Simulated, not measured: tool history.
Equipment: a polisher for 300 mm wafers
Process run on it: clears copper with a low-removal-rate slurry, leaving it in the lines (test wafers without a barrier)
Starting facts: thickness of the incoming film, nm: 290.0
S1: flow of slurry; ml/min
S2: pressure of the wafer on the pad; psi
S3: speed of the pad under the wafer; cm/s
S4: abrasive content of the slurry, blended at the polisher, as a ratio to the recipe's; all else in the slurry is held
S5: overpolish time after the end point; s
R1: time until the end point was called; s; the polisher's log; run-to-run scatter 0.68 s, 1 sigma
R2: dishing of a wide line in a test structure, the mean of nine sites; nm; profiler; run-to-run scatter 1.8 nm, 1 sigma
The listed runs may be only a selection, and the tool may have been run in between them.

run 1 day=0.000 | S1=280 S2=2.2 S3=132 S4=1.0 S5=29 | R1=93.722 R2=61.430
run 2 day=0.354 | S1=280 S2=2.2 S3=112 S4=1.0 S5=29 | R1=107.400 R2=53.481
run 3 day=0.475 | S1=280 S2=2.6 S3=114 S4=1.0 S5=31 | R1=93.132 R2=64.959
run 4 day=0.804 | S1=280 S2=2.4 S3=114 S4=1.0 S5=31 | R1=98.465 R2=60.066
run 5 day=0.971 | S1=280 S2=2.8 S3=120 S4=1.0 S5=33 | R1=78.672 R2=75.930
run 6 day=1.008 | S1=280 S2=2.8 S3=120 S4=1.0 S5=39 | R1=80.113 R2=82.808
run 7 day=1.150 | S1=280 S2=3.0 S3=122 S4=1.0 S5=39 | R1=75.195 R2=87.324

What does the tool deliver on the next run?
run 8 day=1.258 | S1=280 S2=3.2 S3=126 S4=1.0 S5=40 | R1=? R2=?

{"run 8": {"R1": 68.619, "R2": 95.008}}
